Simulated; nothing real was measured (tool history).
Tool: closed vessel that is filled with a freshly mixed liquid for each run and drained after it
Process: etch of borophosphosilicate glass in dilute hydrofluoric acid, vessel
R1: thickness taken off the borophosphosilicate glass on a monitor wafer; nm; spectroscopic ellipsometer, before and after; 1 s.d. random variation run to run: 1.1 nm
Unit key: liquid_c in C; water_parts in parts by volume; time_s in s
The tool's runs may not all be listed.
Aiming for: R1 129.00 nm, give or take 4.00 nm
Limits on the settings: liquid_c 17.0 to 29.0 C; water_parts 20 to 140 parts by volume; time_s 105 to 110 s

Run 1, day 0.000: liquid_c 21.0 C, water_parts 75 parts by volume, time_s 105 s. Result: R1 93.79 nm.
Run 2, day 0.346: liquid_c 23.0 C, water_parts 75 parts by volume, time_s 105 s. Result: R1 103.04 nm.
Run 3, day 0.496: liquid_c 23.0 C, water_parts 55 parts by volume, time_s 105 s. Result: R1 143.72 nm.
Run 4, day 0.562: liquid_c 26.5 C, water_parts 55 parts by volume, time_s 105 s. Result: R1 167.73 nm.
Run 5, day 0.838: liquid_c 23.5 C, water_parts 55 parts by volume, time_s 105 s. Result: R1 145.65 nm.
Run 6, day 0.900: liquid_c 23.5 C, water_parts 55 parts by volume, time_s 110 s. Result: R1 153.69 nm.
Run 7, day 1.254: liquid_c 22.5 C, water_parts 55 parts by volume, time_s 110 s. Result: R1 146.75 nm.
Run 8, day 1.429: liquid_c 22.0 C, water_parts 55 parts by volume, time_s 110 s. Result: R1 143.18 nm.
Run 9, day 1.804: liquid_c 21.5 C, water_parts 55 parts by volume, time_s 110 s. Result: R1 140.24 nm.

Which single option among these 4 for the next run brings every result within its allowed miss of target? Just one does.
Run A, day 2.179: liquid_c 26.0 C, water_parts 60 parts by volume, time_s 110 s. Result: R1 ?.
Run B, day 2.179: liquid_c 21.0 C, water_parts 55 parts by volume, time_s 110 s. Result: R1 ?.
Run C, day 2.179: liquid_c 18.5 C, water_parts 50 parts by volume, time_s 105 s. Result: R1 ?.
Run D, day 2.179: liquid_c 26.5 C, water_parts 65 parts by volume, time_s 105 s. Result: R1 ?.

move      R1
   A  156.05
   B  139.53
   C  132.53
   D  139.32
A: lands further from the targets than the last run did
B: closes in on the targets versus the last run, not all within tolerance yet
C: all results in spec
D: closes in on the targets versus the last run, not all within tolerance yet
Go with C: it meets all targets.

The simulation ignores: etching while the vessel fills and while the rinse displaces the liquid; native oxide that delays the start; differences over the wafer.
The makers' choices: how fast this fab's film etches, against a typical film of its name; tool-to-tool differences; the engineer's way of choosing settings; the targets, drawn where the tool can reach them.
